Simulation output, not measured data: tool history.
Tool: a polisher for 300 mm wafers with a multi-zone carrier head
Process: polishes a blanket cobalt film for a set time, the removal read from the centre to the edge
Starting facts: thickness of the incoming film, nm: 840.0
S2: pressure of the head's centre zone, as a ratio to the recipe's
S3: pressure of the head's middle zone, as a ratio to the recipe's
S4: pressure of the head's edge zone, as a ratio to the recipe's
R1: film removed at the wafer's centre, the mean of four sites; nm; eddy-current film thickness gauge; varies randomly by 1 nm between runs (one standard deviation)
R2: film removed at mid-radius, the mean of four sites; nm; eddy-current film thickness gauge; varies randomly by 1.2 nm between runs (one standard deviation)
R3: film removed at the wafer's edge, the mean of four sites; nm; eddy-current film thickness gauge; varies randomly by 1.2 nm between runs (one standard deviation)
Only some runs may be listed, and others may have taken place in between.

{"run": 1, "day": 0.0, "flow of slurry (ml/min)": 240, "S2": 1, "S3": 1, "S4": 1, "polishing time (s)": 34, "R1": 153.79, "R2": 152.57, "R3": 149.88}
{"run": 2, "day": 0.242, "flow of slurry (ml/min)": 235, "S2": 1, "S3": 0.95, "S4": 0.96, "polishing time (s)": 32, "R1": 140.01, "R2": 138.22, "R3": 139.47}
{"run": 3, "day": 0.329, "flow of slurry (ml/min)": 235, "S2": 1.04, "S3": 0.92, "S4": 0.93, "polishing time (s)": 30, "R1": 138.04, "R2": 125.36, "R3": 125.53}
{"run": 4, "day": 0.479, "flow of slurry (ml/min)": 235, "S2": 1.04, "S3": 0.92, "S4": 0.88, "polishing time (s)": 30, "R1": 136.97, "R2": 125.88, "R3": 123.63}
{"run": 5, "day": 0.596, "flow of slurry (ml/min)": 225, "S2": 1.04, "S3": 0.89, "S4": 0.87, "polishing time (s)": 30, "R1": 136.82, "R2": 121.8, "R3": 122.03}
{"run": 6, "day": 0.662, "flow of slurry (ml/min)": 215, "S2": 1.04, "S3": 0.87, "S4": 0.86, "polishing time (s)": 30, "R1": 136.26, "R2": 118.26, "R3": 121.41}

Estimate the outcome of run 7 from the log above:
{"run": 7, "day": 0.854, "flow of slurry (ml/min)": 210, "S2": 1.04, "S3": 0.86, "S4": 0.85, "polishing time (s)": 30, "R1": "?", "R2": "?", "R3": "?"}

Logged for run 7: R1 136.78 nm, R2 115.8 nm, R3 121.4 nm.
